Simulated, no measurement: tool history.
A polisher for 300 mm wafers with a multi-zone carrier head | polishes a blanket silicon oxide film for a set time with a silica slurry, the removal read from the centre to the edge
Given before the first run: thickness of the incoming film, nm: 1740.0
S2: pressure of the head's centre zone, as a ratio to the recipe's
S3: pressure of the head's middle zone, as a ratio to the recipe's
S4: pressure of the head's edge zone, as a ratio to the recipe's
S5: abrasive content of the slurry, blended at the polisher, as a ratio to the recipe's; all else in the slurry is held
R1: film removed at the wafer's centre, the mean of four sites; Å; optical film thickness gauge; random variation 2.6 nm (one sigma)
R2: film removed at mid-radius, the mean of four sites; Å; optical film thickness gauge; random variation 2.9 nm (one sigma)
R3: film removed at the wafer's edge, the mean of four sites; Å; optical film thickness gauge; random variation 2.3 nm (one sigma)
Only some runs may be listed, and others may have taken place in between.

{"run": 1, "hour": 0.0, "flow of slurry (ml/min)": 200, "S2": 1, "S3": 1, "S4": 1, "S5": 1, "polishing time (s)": 52, "R1": 2100.5, "R2": 2132, "R3": 2168.7}
{"run": 2, "hour": 4.3, "flow of slurry (ml/min)": 200, "S2": 1, "S3": 1, "S4": 0.93, "S5": 1, "polishing time (s)": 52, "R1": 2071.8, "R2": 2171.3, "R3": 2066.5}
{"run": 3, "hour": 13.3, "flow of slurry (ml/min)": 200, "S2": 1, "S3": 0.92, "S4": 0.93, "S5": 1, "polishing time (s)": 52, "R1": 2093.9, "R2": 2055.8, "R3": 2072.1}
{"run": 4, "hour": 18.7, "flow of slurry (ml/min)": 240, "S2": 1, "S3": 0.92, "S4": 0.93, "S5": 1, "polishing time (s)": 52, "R1": 2129.9, "R2": 2028.1, "R3": 2093.6}
{"run": 5, "hour": 22.6, "flow of slurry (ml/min)": 240, "S2": 1, "S3": 1, "S4": 0.93, "S5": 1, "polishing time (s)": 52, "R1": 2134.3, "R2": 2189.4, "R3": 2143.3}
{"run": 6, "hour": 31.2, "flow of slurry (ml/min)": 240, "S2": 1.02, "S3": 1.04, "S4": 0.93, "S5": 1.05, "polishing time (s)": 52, "R1": 2235.7, "R2": 2311.7, "R3": 2175.2}
{"run": 7, "hour": 32.8, "flow of slurry (ml/min)": 245, "S2": 1.03, "S3": 1.07, "S4": 0.94, "S5": 1.05, "polishing time (s)": 52, "R1": 2249.4, "R2": 2398, "R3": 2196.1}

Run 8 is up next; what results do you expect?
{"run": 8, "hour": 40.6, "flow of slurry (ml/min)": 250, "S2": 1.04, "S3": 1.09, "S4": 0.95, "S5": 1.05, "polishing time (s)": 52, "R1": "?", "R2": "?", "R3": "?"}

Run 8 came out at R1 2290.1 Å, R2 2365 Å, R3 2164.5 Å.

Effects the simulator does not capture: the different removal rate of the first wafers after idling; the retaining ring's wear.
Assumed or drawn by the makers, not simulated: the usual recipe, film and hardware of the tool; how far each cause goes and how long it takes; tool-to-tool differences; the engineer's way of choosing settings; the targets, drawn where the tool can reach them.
